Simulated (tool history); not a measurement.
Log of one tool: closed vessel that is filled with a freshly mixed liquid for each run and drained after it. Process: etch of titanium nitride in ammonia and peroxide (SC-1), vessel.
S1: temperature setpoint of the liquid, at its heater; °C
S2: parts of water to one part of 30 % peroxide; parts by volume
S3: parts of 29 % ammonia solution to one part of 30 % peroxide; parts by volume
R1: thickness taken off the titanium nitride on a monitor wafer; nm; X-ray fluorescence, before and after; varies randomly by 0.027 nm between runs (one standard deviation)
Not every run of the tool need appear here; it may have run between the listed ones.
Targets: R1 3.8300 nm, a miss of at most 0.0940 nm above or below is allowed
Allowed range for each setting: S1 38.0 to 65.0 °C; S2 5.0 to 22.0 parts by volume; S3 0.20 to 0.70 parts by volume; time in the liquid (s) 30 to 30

run 1 hour=0.0 | S1=49.0 S2=12.5 S3=0.40 time_in_the_liquid_(s)=30 | R1=2.5411
run 2 hour=1.3 | S1=50.0 S2=12.5 S3=0.40 time_in_the_liquid_(s)=30 | R1=2.7523
run 3 hour=6.5 | S1=50.5 S2=12.5 S3=0.40 time_in_the_liquid_(s)=30 | R1=2.8754
run 4 hour=10.9 | S1=50.5 S2=12.5 S3=0.50 time_in_the_liquid_(s)=30 | R1=2.9628
run 5 hour=13.7 | S1=50.5 S2=16.0 S3=0.50 time_in_the_liquid_(s)=30 | R1=2.5836
run 6 hour=14.8 | S1=51.5 S2=16.0 S3=0.50 time_in_the_liquid_(s)=30 | R1=2.7820
run 7 hour=16.4 | S1=52.0 S2=16.0 S3=0.50 time_in_the_liquid_(s)=30 | R1=2.8915
run 8 hour=18.5 | S1=52.5 S2=16.0 S3=0.50 time_in_the_liquid_(s)=30 | R1=2.9624
run 9 hour=19.8 | S1=57.0 S2=16.0 S3=0.50 time_in_the_liquid_(s)=30 | R1=4.0415

5 candidate next runs follow, results not yet known. Just one meets every target within its allowed miss. Identify it.
run A hour=21.1 | S1=55.0 S2=17.0 S3=0.60 time_in_the_liquid_(s)=30 | R1=?
run B hour=21.1 | S1=57.0 S2=20.5 S3=0.50 time_in_the_liquid_(s)=30 | R1=?
run C hour=21.1 | S1=54.0 S2=12.5 S3=0.55 time_in_the_liquid_(s)=30 | R1=?
run D hour=21.1 | S1=55.5 S2=15.5 S3=0.40 time_in_the_liquid_(s)=30 | R1=?
run E hour=21.1 | S1=53.0 S2=11.0 S3=0.40 time_in_the_liquid_(s)=30 | R1=?

move=A R1=3.5206
move=B R1=3.5105
move=C R1=3.8258
move=D R1=3.5565
move=E R1=3.6141
A: pushes the last run's worst result past its target
B: pushes the last run's worst result past its target
C: meets every target
D: pushes the last run's worst result past its target
E: pushes the last run's worst result past its target
The right move is C.
